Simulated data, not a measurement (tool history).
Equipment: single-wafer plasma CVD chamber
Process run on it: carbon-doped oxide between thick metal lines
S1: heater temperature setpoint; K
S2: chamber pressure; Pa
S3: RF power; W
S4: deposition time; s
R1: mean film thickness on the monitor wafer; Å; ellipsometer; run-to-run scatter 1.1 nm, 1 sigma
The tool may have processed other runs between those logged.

{"run": 1, "hour": 0.0, "S1": 603.15, "S2": 593, "S3": 395, "S4": 51.9, "R1": 2190.0}
{"run": 2, "hour": 8.6, "S1": 600.15, "S2": 624, "S3": 400, "S4": 51.9, "R1": 2230.5}
{"run": 3, "hour": 15.2, "S1": 600.15, "S2": 624, "S3": 400, "S4": 51.9, "R1": 2258.5}
{"run": 4, "hour": 17.2, "S1": 600.15, "S2": 624, "S3": 400, "S4": 49.3, "R1": 2123.9}
{"run": 5, "hour": 20.0, "S1": 598.15, "S2": 647, "S3": 410, "S4": 49.3, "R1": 2222.0}
{"run": 6, "hour": 27.1, "S1": 598.15, "S2": 647, "S3": 365, "S4": 49.3, "R1": 2021.9}
{"run": 7, "hour": 29.9, "S1": 596.15, "S2": 673, "S3": 380, "S4": 49.4, "R1": 2103.7}
{"run": 8, "hour": 34.5, "S1": 594.15, "S2": 692, "S3": 390, "S4": 49.5, "R1": 2198.3}

Forecast run 9:
{"run": 9, "hour": 36.5, "S1": 592.15, "S2": 716, "S3": 395, "S4": 49.5, "R1": "?"}

R1: 2227.1 Å
